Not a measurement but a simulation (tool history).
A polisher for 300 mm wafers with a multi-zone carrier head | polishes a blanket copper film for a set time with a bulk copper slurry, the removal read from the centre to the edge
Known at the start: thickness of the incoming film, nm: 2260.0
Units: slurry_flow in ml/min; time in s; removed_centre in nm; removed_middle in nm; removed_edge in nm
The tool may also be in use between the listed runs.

run,day,slurry_flow,centre_zone,middle_zone,edge_zone,slurry_solids,time,removed_centre,removed_middle,removed_edge
1,0.000,305,1.00,1.00,1.00,1.00,37,546.97,547.68,551.94
2,0.121,305,1.00,1.00,1.00,1.20,37,572.06,564.06,555.29
3,0.496,355,1.00,1.00,1.00,1.20,37,577.89,580.76,563.73
4,0.600,345,0.98,1.00,0.98,1.15,34,524.76,532.55,516.94
5,0.917,290,0.98,1.00,0.98,1.15,34,519.20,514.97,508.68
6,1.125,290,0.98,0.94,0.98,1.15,34,513.02,481.84,506.30
7,1.238,280,0.95,0.96,0.96,1.05,31,448.82,452.60,454.29
8,1.433,280,0.93,0.96,0.95,1.00,29,401.07,415.30,416.14

Run 9 comes next. What will it give?
9,1.750,280,0.92,0.96,0.94,0.95,28,?,?,?

Run 9 gave removed_centre 396.25 nm, removed_middle 398.03 nm, removed_edge 398.61 nm.
